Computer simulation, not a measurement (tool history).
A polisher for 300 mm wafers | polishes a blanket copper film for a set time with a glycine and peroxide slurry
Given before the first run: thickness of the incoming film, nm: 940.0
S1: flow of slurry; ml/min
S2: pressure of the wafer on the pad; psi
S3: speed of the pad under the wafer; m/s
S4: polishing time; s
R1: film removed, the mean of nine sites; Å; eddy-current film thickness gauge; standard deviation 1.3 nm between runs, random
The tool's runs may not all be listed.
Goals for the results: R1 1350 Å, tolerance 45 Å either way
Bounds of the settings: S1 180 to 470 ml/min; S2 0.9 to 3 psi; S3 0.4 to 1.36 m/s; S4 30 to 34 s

{"run": 1, "hour": 0.0, "S1": 300, "S2": 1.9, "S3": 0.88, "S4": 34, "R1": 1527.6}
{"run": 2, "hour": 3.2, "S1": 300, "S2": 1.8, "S3": 0.88, "S4": 34, "R1": 1491.9}
{"run": 3, "hour": 8.4, "S1": 300, "S2": 2.3, "S3": 0.88, "S4": 34, "R1": 1785.7}
{"run": 4, "hour": 16.0, "S1": 300, "S2": 2.3, "S3": 1, "S4": 34, "R1": 1974.1}
{"run": 5, "hour": 18.8, "S1": 300, "S2": 2, "S3": 1, "S4": 34, "R1": 1769.8}
{"run": 6, "hour": 24.1, "S1": 300, "S2": 1.8, "S3": 1, "S4": 34, "R1": 1638.6}
{"run": 7, "hour": 28.0, "S1": 300, "S2": 1.7, "S3": 1, "S4": 34, "R1": 1580.8}
{"run": 8, "hour": 29.5, "S1": 300, "S2": 1.6, "S3": 1, "S4": 34, "R1": 1492.8}
{"run": 9, "hour": 38.4, "S1": 300, "S2": 1.5, "S3": 1, "S4": 34, "R1": 1445.2}

Consider the 4 candidate settings below. Which is the only one whose results all fall within their allowed miss of target?
{"run": "A", "hour": 47.3, "S1": 285, "S2": 1.9, "S3": 0.8, "S4": 32, "R1": "?"}
{"run": "B", "hour": 47.3, "S1": 350, "S2": 1.4, "S3": 1.36, "S4": 30, "R1": "?"}
{"run": "C", "hour": 47.3, "S1": 305, "S2": 1.8, "S3": 0.98, "S4": 33, "R1": "?"}
{"run": "D", "hour": 47.3, "S1": 335, "S2": 1.8, "S3": 1.04, "S4": 33, "R1": "?"}

move=A R1=1345.8
move=B R1=1520
move=C R1=1558.8
move=D R1=1644.4
A: every result within its allowed miss
B: its largest miss is bigger than the last run's
C: its largest miss is bigger than the last run's
D: its largest miss is bigger than the last run's
Answer: A

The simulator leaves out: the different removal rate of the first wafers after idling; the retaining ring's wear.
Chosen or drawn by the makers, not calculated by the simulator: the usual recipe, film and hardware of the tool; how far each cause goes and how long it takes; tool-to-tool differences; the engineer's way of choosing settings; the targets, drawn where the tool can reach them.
